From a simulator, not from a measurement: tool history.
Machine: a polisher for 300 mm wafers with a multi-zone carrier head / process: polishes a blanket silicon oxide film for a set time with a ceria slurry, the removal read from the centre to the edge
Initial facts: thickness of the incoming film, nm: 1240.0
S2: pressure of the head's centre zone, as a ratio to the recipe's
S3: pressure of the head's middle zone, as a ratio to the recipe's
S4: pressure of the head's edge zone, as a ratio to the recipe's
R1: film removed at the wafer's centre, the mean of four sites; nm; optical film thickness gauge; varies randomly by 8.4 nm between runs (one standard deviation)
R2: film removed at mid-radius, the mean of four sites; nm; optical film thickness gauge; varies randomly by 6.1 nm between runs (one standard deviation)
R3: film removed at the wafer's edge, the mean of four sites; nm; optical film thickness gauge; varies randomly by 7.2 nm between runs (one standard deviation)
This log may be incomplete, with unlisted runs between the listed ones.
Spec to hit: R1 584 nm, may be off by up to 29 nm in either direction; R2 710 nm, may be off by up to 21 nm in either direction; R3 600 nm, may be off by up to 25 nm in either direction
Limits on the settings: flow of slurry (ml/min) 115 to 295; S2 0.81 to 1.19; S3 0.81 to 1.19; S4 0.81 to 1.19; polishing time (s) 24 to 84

run 1 hour=0 | flow_of_slurry_(ml/min)=190 S2=1 S3=1 S4=1 polishing_time_(s)=54 | R1=445.39 R2=441.95 R3=444.23
run 2 hour=2.5 | flow_of_slurry_(ml/min)=190 S2=1 S3=1.04 S4=1 polishing_time_(s)=54 | R1=446.31 R2=465.64 R3=448.16
run 3 hour=4.1 | flow_of_slurry_(ml/min)=200 S2=1 S3=1.07 S4=1.01 polishing_time_(s)=56 | R1=467.28 R2=492.97 R3=478.3
run 4 hour=8.3 | flow_of_slurry_(ml/min)=200 S2=1 S3=1.07 S4=1.05 polishing_time_(s)=56 | R1=465.1 R2=486.36 R3=483.45
run 5 hour=13.1 | flow_of_slurry_(ml/min)=200 S2=1 S3=1.07 S4=1.05 polishing_time_(s)=49 | R1=398.87 R2=426.08 R3=420.27
run 6 hour=14.9 | flow_of_slurry_(ml/min)=205 S2=0.99 S3=1.1 S4=1.03 polishing_time_(s)=53 | R1=427.31 R2=478.59 R3=449.85
run 7 hour=21.8 | flow_of_slurry_(ml/min)=255 S2=1 S3=1.19 S4=1.04 polishing_time_(s)=68 | R1=590.67 R2=670.57 R3=580.64
run 8 hour=26.9 | flow_of_slurry_(ml/min)=255 S2=0.99 S3=1.19 S4=1.03 polishing_time_(s)=69 | R1=580.5 R2=682.1 R3=607.8

Pick the move, out of 5, that brings all results within their allowed miss; only one does.
run A hour=32 | flow_of_slurry_(ml/min)=290 S2=1.02 S3=1.1 S4=1.13 polishing_time_(s)=68 | R1=? R2=? R3=?
run B hour=32 | flow_of_slurry_(ml/min)=295 S2=1.05 S3=1.18 S4=1.13 polishing_time_(s)=67 | R1=? R2=? R3=?
run C hour=32 | flow_of_slurry_(ml/min)=280 S2=0.96 S3=1.19 S4=0.96 polishing_time_(s)=70 | R1=? R2=? R3=?
run D hour=32 | flow_of_slurry_(ml/min)=295 S2=1.01 S3=1.14 S4=1.05 polishing_time_(s)=68 | R1=? R2=? R3=?
run E hour=32 | flow_of_slurry_(ml/min)=240 S2=0.99 S3=1.14 S4=1.03 polishing_time_(s)=71 | R1=? R2=? R3=?

move=A R1=607.19 R2=647.54 R3=637.49
move=B R1=615.6 R2=677.94 R3=628.3
move=C R1=589.96 R2=709.98 R3=603.16
move=D R1=603.17 R2=668.53 R3=614.85
move=E R1=602.66 R2=681.9 R3=624.68
A: lands further from the targets than the last run did
B: lands further from the targets than the last run did
C: all results in spec
D: lands further from the targets than the last run did
E: no better and no worse than the last run
C is the move that brings every result within its allowed miss.
